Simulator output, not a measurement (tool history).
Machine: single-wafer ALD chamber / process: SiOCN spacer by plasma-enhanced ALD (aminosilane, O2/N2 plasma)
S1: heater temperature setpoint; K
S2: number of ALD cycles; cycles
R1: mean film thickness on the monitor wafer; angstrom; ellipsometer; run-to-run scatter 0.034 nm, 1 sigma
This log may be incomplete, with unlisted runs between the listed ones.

run	hour	S1	S2	R1
1	0	658.15	106	68.077
2	1.1	658.15	121	78.191
3	6.7	658.15	113	72.266
4	7.9	658.15	107	67.918
5	10.5	658.15	103	66.393
6	15.3	652.15	103	66.494
7	16.2	652.15	100	63.922

Estimate the outcome of run 8 from the log above:
8	19.2	652.15	98	?

R1: 63.49 angstrom

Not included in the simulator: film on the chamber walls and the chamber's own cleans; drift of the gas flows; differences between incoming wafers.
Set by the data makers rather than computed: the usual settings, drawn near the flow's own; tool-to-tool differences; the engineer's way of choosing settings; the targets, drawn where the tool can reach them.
